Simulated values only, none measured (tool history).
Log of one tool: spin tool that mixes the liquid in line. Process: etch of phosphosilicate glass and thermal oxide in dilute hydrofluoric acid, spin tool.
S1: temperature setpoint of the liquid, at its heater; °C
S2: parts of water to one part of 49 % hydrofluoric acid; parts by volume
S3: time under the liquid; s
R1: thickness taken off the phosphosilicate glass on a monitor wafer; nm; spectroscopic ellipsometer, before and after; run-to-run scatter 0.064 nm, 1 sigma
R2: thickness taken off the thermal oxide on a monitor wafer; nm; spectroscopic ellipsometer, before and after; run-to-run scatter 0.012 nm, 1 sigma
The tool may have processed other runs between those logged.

{"run": 1, "day": 0.0, "S1": 24, "S2": 160, "S3": 30, "R1": 23.91, "R2": 0.8433}
{"run": 2, "day": 0.062, "S1": 23.5, "S2": 175, "S3": 30, "R1": 21.014, "R2": 0.7265}
{"run": 3, "day": 0.35, "S1": 23, "S2": 185, "S3": 30, "R1": 19.349, "R2": 0.60003}
{"run": 4, "day": 0.45, "S1": 23.5, "S2": 195, "S3": 30, "R1": 18.767, "R2": 0.59885}
{"run": 5, "day": 0.571, "S1": 23.5, "S2": 250, "S3": 30, "R1": 13.477, "R2": 0.47351}
{"run": 6, "day": 0.675, "S1": 23.5, "S2": 250, "S3": 40, "R1": 18.272, "R2": 0.64268}
{"run": 7, "day": 0.842, "S1": 23, "S2": 255, "S3": 40, "R1": 17.512, "R2": 0.61552}
{"run": 8, "day": 0.929, "S1": 22.5, "S2": 260, "S3": 40, "R1": 16.574, "R2": 0.59425}
{"run": 9, "day": 1.104, "S1": 22, "S2": 265, "S3": 40, "R1": 16.16, "R2": 0.57858}
{"run": 10, "day": 1.238, "S1": 21.5, "S2": 270, "S3": 40, "R1": 15.334, "R2": 0.53318}
{"run": 11, "day": 1.379, "S1": 21, "S2": 270, "S3": 40, "R1": 15.109, "R2": 0.56686}
{"run": 12, "day": 1.483, "S1": 21.5, "S2": 280, "S3": 25, "R1": 9.1383, "R2": 0.32546}
{"run": 13, "day": 1.783, "S1": 21, "S2": 280, "S3": 25, "R1": 9.0178, "R2": 0.31928}

What will run 14 give?
{"run": 14, "day": 2.042, "S1": 17, "S2": 290, "S3": 20, "R1": "?", "R2": "?"}

Run 14 produced R1 5.9035 nm, R2 0.17982 nm.

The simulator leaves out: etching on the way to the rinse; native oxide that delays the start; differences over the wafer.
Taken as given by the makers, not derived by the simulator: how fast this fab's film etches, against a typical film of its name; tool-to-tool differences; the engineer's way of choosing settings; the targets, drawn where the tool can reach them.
